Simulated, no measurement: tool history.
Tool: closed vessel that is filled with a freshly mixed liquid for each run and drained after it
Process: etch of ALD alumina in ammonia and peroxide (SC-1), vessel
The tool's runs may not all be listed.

| run | day | temperature setpoint of the liquid (K) | parts of 29 % ammonia solution to one part of 30 % peroxide (parts by volume) | time in the liquid (s) | thickness taken off the ALD alumina on a monitor wafer (Å) |
|---|---|---|---|---|---|
| 1 | 0 | 329.15 | 0.5 | 30 | 28.179 |
| 2 | 0.108 | 332.15 | 0.5 | 30 | 33.224 |
| 3 | 0.396 | 332.15 | 0.65 | 30 | 33.93 |
| 4 | 0.704 | 328.65 | 0.65 | 30 | 28.294 |
| 5 | 0.95 | 325.15 | 0.65 | 30 | 23.399 |
| 6 | 1.325 | 325.15 | 0.8 | 30 | 23.914 |
| 7 | 1.538 | 323.65 | 0.8 | 30 | 22.071 |
| 8 | 1.629 | 322.65 | 0.8 | 30 | 20.727 |
| 9 | 2.017 | 322.15 | 0.8 | 30 | 20.402 |

The next listed run, before its measurement:
| 10 | 2.296 | 321.65 | 0.8 | 30 | ? |

{"run 10": {"thickness taken off the ALD alumina on a monitor wafer (Å)": 19.711}}
